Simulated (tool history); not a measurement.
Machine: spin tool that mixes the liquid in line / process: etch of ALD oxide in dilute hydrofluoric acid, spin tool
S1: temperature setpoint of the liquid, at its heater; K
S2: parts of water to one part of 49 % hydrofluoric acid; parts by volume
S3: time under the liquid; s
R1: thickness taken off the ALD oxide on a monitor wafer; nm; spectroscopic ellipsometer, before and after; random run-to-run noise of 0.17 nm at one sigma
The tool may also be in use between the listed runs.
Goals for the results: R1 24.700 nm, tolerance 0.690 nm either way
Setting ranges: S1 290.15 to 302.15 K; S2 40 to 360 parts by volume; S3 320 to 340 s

run,hour,S1,S2,S3,R1
1,0.0,294.15,200,320,21.578
2,7.8,294.15,200,340,23.011
3,12.8,291.65,200,340,21.055
4,19.5,292.65,200,340,21.775
5,21.5,290.15,200,340,19.722
6,27.1,290.15,200,340,19.870
7,34.6,291.65,200,340,20.586
8,41.5,293.15,200,340,22.216
9,44.9,294.15,200,340,23.020
10,45.6,294.65,200,340,23.731
11,53.1,295.15,200,340,24.028

Which single option among these 4 for the next run brings every result within its allowed miss of target? Just one does.
A,60.6,294.15,180,320,?
B,60.6,293.65,185,320,?
C,60.6,293.15,190,325,?
D,60.6,293.65,195,325,?

move,R1
A,24.529
B,23.290
C,22.476
D,22.217
A: each result inside its tolerance
B: the biggest miss grows against the last run
C: the biggest miss grows against the last run
D: the biggest miss grows against the last run
The right move is A.
